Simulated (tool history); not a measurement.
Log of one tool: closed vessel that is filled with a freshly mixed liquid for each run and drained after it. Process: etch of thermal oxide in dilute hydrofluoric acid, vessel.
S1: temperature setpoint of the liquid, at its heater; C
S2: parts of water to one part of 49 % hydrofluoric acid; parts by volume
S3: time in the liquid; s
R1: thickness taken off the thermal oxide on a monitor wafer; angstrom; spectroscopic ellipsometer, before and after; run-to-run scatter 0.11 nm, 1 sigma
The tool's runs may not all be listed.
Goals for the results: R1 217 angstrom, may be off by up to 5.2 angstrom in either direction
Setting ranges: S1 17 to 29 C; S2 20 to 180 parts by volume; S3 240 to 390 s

run  hour    S1   S2   S3      R1
  1     0    21  100  390  153.43
  2   8.4    23  100  390  166.33
  3   9.6    23  115  390  141.77
  4  16.3    23  115  240   87.01
  5  22.2    24  105  240  101.17
  6  24.9  22.5   95  240  106.67
  7  29.3  22.5   95  240  106.92
  8  38.2  22.5   75  275  157.64
  9    41  26.5   70  275     199
 10  42.4    27   70  275  205.69

Of the 4 settings listed for the next run, only one would bring every result within its allowed miss of target. Which one?
  A  43.8  25.5  85  355   ?
  B  43.8  28.5  80  335   ?
  C  43.8    27  85  390   ?
  D  43.8    29  90  355   ?

move      R1
   A  199.95
   B  226.96
   C     233
   D  214.89
A: moves away from the targets compared with the last run
B: pushes the last run's worst result past its target
C: pushes the last run's worst result past its target
D: meets every target
Go with D: it meets all targets.
